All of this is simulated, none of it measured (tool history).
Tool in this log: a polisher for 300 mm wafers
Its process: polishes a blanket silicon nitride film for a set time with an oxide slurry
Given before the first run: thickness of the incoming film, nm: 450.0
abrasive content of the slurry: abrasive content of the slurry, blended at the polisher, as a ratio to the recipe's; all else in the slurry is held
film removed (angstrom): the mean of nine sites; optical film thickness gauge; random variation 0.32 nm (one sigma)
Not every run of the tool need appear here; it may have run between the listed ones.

run,hour,flow of slurry (ml/min),pressure of the wafer on the pad (kPa),speed of the pad under the wafer (cm/s),abrasive content of the slurry,polishing time (s),film removed (angstrom)
1,0.0,135,16.5,82,1.0,45,182.18
2,4.5,135,16.5,82,1.2,45,196.20
3,10.8,135,17.2,82,1.2,45,201.24
4,15.9,135,17.2,82,1.2,40,175.47
5,21.4,135,13.8,82,1.2,40,155.49
6,29.6,135,15.9,84,1.2,40,171.65
7,32.3,135,17.2,84,1.2,40,182.45

Predict the results of run 8:
8,41.3,135,18.6,84,1.2,40,?

Run 8 came out at film removed (angstrom) 192.53.

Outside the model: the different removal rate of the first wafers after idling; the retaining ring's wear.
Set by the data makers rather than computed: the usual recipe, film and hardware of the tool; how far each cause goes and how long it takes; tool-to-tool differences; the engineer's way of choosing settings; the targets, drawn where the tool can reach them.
